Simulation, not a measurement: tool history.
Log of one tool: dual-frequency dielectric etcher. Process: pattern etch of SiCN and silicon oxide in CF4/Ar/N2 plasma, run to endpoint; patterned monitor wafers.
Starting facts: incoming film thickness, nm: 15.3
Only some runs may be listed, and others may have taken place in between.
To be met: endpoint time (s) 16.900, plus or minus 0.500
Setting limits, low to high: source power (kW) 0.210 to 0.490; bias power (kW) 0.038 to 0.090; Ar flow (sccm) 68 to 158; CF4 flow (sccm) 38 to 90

run 1 hour=0.0 | source_power_(kW)=0.350 bias_power_(kW)=0.064 Ar_flow_(sccm)=113 CF4_flow_(sccm)=64 | endpoint_time_(s)=20.903
run 2 hour=2.4 | source_power_(kW)=0.350 bias_power_(kW)=0.056 Ar_flow_(sccm)=113 CF4_flow_(sccm)=64 | endpoint_time_(s)=22.427
run 3 hour=9.5 | source_power_(kW)=0.350 bias_power_(kW)=0.056 Ar_flow_(sccm)=126 CF4_flow_(sccm)=64 | endpoint_time_(s)=22.856
run 4 hour=12.1 | source_power_(kW)=0.350 bias_power_(kW)=0.056 Ar_flow_(sccm)=135 CF4_flow_(sccm)=64 | endpoint_time_(s)=23.094
run 5 hour=18.8 | source_power_(kW)=0.370 bias_power_(kW)=0.056 Ar_flow_(sccm)=135 CF4_flow_(sccm)=64 | endpoint_time_(s)=21.741
run 6 hour=19.9 | source_power_(kW)=0.370 bias_power_(kW)=0.056 Ar_flow_(sccm)=151 CF4_flow_(sccm)=64 | endpoint_time_(s)=22.711
run 7 hour=22.0 | source_power_(kW)=0.390 bias_power_(kW)=0.056 Ar_flow_(sccm)=151 CF4_flow_(sccm)=64 | endpoint_time_(s)=21.463
run 8 hour=24.1 | source_power_(kW)=0.400 bias_power_(kW)=0.056 Ar_flow_(sccm)=151 CF4_flow_(sccm)=64 | endpoint_time_(s)=20.635
run 9 hour=24.7 | source_power_(kW)=0.400 bias_power_(kW)=0.056 Ar_flow_(sccm)=151 CF4_flow_(sccm)=64 | endpoint_time_(s)=20.608
run 10 hour=28.4 | source_power_(kW)=0.410 bias_power_(kW)=0.056 Ar_flow_(sccm)=151 CF4_flow_(sccm)=64 | endpoint_time_(s)=20.155
run 11 hour=31.7 | source_power_(kW)=0.420 bias_power_(kW)=0.056 Ar_flow_(sccm)=151 CF4_flow_(sccm)=64 | endpoint_time_(s)=19.501
run 12 hour=32.8 | source_power_(kW)=0.430 bias_power_(kW)=0.056 Ar_flow_(sccm)=151 CF4_flow_(sccm)=64 | endpoint_time_(s)=19.071
run 13 hour=39.2 | source_power_(kW)=0.440 bias_power_(kW)=0.056 Ar_flow_(sccm)=151 CF4_flow_(sccm)=64 | endpoint_time_(s)=18.455
run 14 hour=40.9 | source_power_(kW)=0.460 bias_power_(kW)=0.056 Ar_flow_(sccm)=151 CF4_flow_(sccm)=64 | endpoint_time_(s)=17.780
run 15 hour=49.5 | source_power_(kW)=0.470 bias_power_(kW)=0.056 Ar_flow_(sccm)=151 CF4_flow_(sccm)=64 | endpoint_time_(s)=17.236

Next run, 5 choices. One meets every target within its allowed miss, the rest don't. Which?
run A hour=58.1 | source_power_(kW)=0.440 bias_power_(kW)=0.058 Ar_flow_(sccm)=147 CF4_flow_(sccm)=61 | endpoint_time_(s)=?
run B hour=58.1 | source_power_(kW)=0.480 bias_power_(kW)=0.054 Ar_flow_(sccm)=158 CF4_flow_(sccm)=59 | endpoint_time_(s)=?
run C hour=58.1 | source_power_(kW)=0.460 bias_power_(kW)=0.055 Ar_flow_(sccm)=150 CF4_flow_(sccm)=63 | endpoint_time_(s)=?
run D hour=58.1 | source_power_(kW)=0.480 bias_power_(kW)=0.054 Ar_flow_(sccm)=136 CF4_flow_(sccm)=63 | endpoint_time_(s)=?
run E hour=58.1 | source_power_(kW)=0.440 bias_power_(kW)=0.064 Ar_flow_(sccm)=135 CF4_flow_(sccm)=53 | endpoint_time_(s)=?

move=A endpoint_time_(s)=18.386
move=B endpoint_time_(s)=17.759
move=C endpoint_time_(s)=17.926
move=D endpoint_time_(s)=16.828
move=E endpoint_time_(s)=17.715
A: moves away from the targets compared with the last run
B: moves away from the targets compared with the last run
C: moves away from the targets compared with the last run
D: hits every target within its allowed miss
E: moves away from the targets compared with the last run
So the answer is move D, the one that meets all the targets.

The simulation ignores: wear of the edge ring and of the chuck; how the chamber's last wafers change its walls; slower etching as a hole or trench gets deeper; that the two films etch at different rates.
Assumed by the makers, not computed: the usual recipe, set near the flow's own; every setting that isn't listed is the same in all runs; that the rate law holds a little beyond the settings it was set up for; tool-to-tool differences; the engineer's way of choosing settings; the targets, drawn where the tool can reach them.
